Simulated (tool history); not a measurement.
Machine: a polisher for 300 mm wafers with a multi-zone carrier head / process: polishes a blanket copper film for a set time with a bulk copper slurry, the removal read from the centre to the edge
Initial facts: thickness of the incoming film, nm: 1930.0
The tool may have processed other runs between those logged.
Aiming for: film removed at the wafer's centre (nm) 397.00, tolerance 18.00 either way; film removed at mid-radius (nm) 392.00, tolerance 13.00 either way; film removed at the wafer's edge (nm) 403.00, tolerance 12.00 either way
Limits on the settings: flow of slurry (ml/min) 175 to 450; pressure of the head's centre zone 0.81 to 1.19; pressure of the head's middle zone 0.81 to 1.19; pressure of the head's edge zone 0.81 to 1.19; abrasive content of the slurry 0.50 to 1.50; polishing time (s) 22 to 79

run,hour,flow of slurry (ml/min),pressure of the head's centre zone,pressure of the head's middle zone,pressure of the head's edge zone,abrasive content of the slurry,polishing time (s),film removed at the wafer's centre (nm),film removed at mid-radius (nm),film removed at the wafer's edge (nm)
1,0.0,290,1.00,1.00,1.00,1.00,50,800.01,781.74,781.75
2,8.3,285,0.98,0.98,0.97,0.90,44,668.90,670.42,666.47
3,14.2,250,0.98,0.98,0.97,0.90,44,668.29,658.65,665.93
4,17.9,250,0.93,0.98,0.97,0.90,44,636.41,644.99,654.90
5,18.8,250,0.93,0.98,0.97,0.90,52,751.52,767.96,775.04
6,21.6,205,0.93,0.98,0.97,0.90,52,710.12,746.47,753.39
7,27.8,205,0.93,0.96,0.95,0.80,46,622.74,635.61,653.42
8,31.3,210,0.93,0.95,0.93,0.75,41,546.24,571.85,569.41
9,36.3,210,0.94,0.92,0.92,0.70,38,497.72,506.03,511.26
10,40.4,210,0.94,0.90,0.90,0.65,37,479.38,472.14,490.03
11,44.8,210,0.94,0.89,0.88,0.60,36,462.73,454.52,468.31

Which one of the following 5 next-run settings gets every result inside its allowed miss? There is exactly one.
A,49.2,200,0.99,1.13,0.81,0.80,28,?,?,?
B,49.2,195,1.08,1.04,0.81,0.50,31,?,?,?
C,49.2,250,0.95,1.08,0.82,0.65,29,?,?,?
D,49.2,200,0.94,0.91,0.89,0.55,32,?,?,?
E,49.2,210,1.04,0.95,0.82,0.60,32,?,?,?

move,film removed at the wafer's centre (nm),film removed at mid-radius (nm),film removed at the wafer's edge (nm)
A,398.25,436.99,371.71
B,426.93,413.53,373.32
C,397.37,434.86,380.26
D,404.62,400.11,409.16
E,449.64,422.05,405.59
A: takes the biggest miss from the last run beyond its target
B: takes the biggest miss from the last run beyond its target
C: takes the biggest miss from the last run beyond its target
D: hits every target within its allowed miss
E: brings the result that was furthest off to its target, and leaves another outside
D is the move that brings every result within its allowed miss.
